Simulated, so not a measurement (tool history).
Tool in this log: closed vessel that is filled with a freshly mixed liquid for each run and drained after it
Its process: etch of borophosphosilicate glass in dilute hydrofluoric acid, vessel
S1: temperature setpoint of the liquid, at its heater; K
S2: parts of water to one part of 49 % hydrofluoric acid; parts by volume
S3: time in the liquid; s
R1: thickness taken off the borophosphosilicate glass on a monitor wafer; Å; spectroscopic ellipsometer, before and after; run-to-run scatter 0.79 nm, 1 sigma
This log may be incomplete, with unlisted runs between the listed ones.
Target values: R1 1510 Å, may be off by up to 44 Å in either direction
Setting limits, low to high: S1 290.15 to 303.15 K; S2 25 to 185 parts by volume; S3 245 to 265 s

| run | day | S1 | S2 | S3 | R1 |
|---|---|---|---|---|---|
| 1 | 0 | 295.15 | 105 | 245 | 1001 |
| 2 | 0.271 | 295.15 | 105 | 265 | 1093.3 |
| 3 | 0.658 | 295.15 | 135 | 265 | 828.35 |
| 4 | 1.042 | 295.15 | 120 | 265 | 924.5 |
| 5 | 1.083 | 297.15 | 115 | 265 | 1064.7 |
| 6 | 1.271 | 297.15 | 115 | 265 | 1065.8 |
| 7 | 1.538 | 298.65 | 110 | 265 | 1198.9 |
| 8 | 1.912 | 299.65 | 110 | 265 | 1232.3 |
| 9 | 2.292 | 300.65 | 110 | 265 | 1286.2 |
| 10 | 2.417 | 301.15 | 110 | 265 | 1306 |
| 11 | 2.517 | 301.65 | 110 | 265 | 1341.3 |
|  | 2.883 | thermometer replaced |
| 12 | 2.883 | 302.15 | 110 | 265 | 1244 |
| 13 | 3.196 | 302.15 | 105 | 265 | 1309 |

Which one of the following 4 next-run settings gets every result inside its allowed miss? There is exactly one.
| A | 3.508 | 298.15 | 85 | 265 | ? |
| B | 3.508 | 302.65 | 95 | 250 | ? |
| C | 3.508 | 301.15 | 85 | 265 | ? |
| D | 3.508 | 302.65 | 95 | 265 | ? |

| move | R1 |
|---|---|
| A | 1421.9 |
| B | 1409.8 |
| C | 1599.3 |
| D | 1494.4 |
A: closes in on the targets versus the last run, not all within tolerance yet
B: closes in on the targets versus the last run, not all within tolerance yet
C: takes the biggest miss from the last run beyond its target
D: every result within its allowed miss
Correct choice: D, which meets every target

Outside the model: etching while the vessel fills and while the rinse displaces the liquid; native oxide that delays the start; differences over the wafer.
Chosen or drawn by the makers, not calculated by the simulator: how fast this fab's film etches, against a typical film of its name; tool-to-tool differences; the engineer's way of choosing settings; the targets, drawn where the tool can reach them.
